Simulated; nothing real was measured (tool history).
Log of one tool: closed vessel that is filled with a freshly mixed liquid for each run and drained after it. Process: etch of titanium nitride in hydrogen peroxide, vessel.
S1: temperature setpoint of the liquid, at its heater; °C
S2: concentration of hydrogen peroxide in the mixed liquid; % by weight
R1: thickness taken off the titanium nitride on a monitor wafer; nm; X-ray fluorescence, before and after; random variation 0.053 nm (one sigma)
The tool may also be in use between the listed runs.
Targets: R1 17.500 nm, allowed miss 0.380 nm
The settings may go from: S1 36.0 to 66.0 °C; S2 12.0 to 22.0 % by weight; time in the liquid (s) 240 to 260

Run 1, hour 0.0: S1 52.0 °C, S2 15.0 % by weight, time in the liquid (s) 240. Result: R1 12.072 nm.
Run 2, hour 2.2: S1 53.5 °C, S2 15.0 % by weight, time in the liquid (s) 240. Result: R1 13.411 nm.
Run 3, hour 8.0: S1 53.5 °C, S2 13.5 % by weight, time in the liquid (s) 240. Result: R1 13.114 nm.
Run 4, hour 9.4: S1 54.5 °C, S2 13.5 % by weight, time in the liquid (s) 240. Result: R1 14.034 nm.
Run 5, hour 18.6: S1 54.5 °C, S2 13.5 % by weight, time in the liquid (s) 240. Result: R1 14.028 nm.
Run 6, hour 27.1: S1 55.5 °C, S2 13.5 % by weight, time in the liquid (s) 240. Result: R1 15.088 nm.
Run 7, hour 36.3: S1 56.0 °C, S2 13.5 % by weight, time in the liquid (s) 240. Result: R1 15.557 nm.
At hour 44.4: new drum of peroxide connected.
Run 8, hour 44.4: S1 58.0 °C, S2 13.5 % by weight, time in the liquid (s) 240. Result: R1 18.183 nm.

Which of these 5 next moves meets every target?
Run A, hour 52.5: S1 56.0 °C, S2 15.0 % by weight, time in the liquid (s) 260. Result: R1 ?.
Run B, hour 52.5: S1 58.0 °C, S2 14.5 % by weight, time in the liquid (s) 240. Result: R1 ?.
Run C, hour 52.5: S1 57.0 °C, S2 13.5 % by weight, time in the liquid (s) 260. Result: R1 ?.
Run D, hour 52.5: S1 58.5 °C, S2 12.0 % by weight, time in the liquid (s) 240. Result: R1 ?.
Run E, hour 52.5: S1 56.0 °C, S2 14.0 % by weight, time in the liquid (s) 250. Result: R1 ?.

move      R1
   A  17.469
   B  18.387
   C  18.315
   D  18.291
   E  16.555
A: meets every target
B: further off than the last run
C: further off than the last run
D: further off than the last run
E: takes the result that was furthest off past its target
Answer: A
